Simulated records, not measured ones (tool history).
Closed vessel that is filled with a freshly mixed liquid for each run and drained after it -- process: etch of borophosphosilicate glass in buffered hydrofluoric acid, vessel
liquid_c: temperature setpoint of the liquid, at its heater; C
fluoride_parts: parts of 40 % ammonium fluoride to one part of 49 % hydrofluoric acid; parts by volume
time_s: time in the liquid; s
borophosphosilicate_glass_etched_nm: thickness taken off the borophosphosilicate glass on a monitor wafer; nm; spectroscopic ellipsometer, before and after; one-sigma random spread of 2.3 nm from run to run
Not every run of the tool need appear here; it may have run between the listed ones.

run  hour  liquid_c  fluoride_parts  time_s  borophosphosilicate_glass_etched_nm
  1     0        23              23     100                               125.72
  2   8.8      24.5              21     100                               145.93
  3  11.4      24.5              21     105                               153.93
  4    13      24.5            18.5     105                               172.76
  5  19.5      24.5            18.5     105                               173.42
  6    20      25.5              18     105                               188.03
  7  26.2      26.5              18     105                                199.9

Predict the results of run 8:
  8  28.9      27.5              18     105                                    ?

Run 8 yielded borophosphosilicate_glass_etched_nm 209.15 nm.

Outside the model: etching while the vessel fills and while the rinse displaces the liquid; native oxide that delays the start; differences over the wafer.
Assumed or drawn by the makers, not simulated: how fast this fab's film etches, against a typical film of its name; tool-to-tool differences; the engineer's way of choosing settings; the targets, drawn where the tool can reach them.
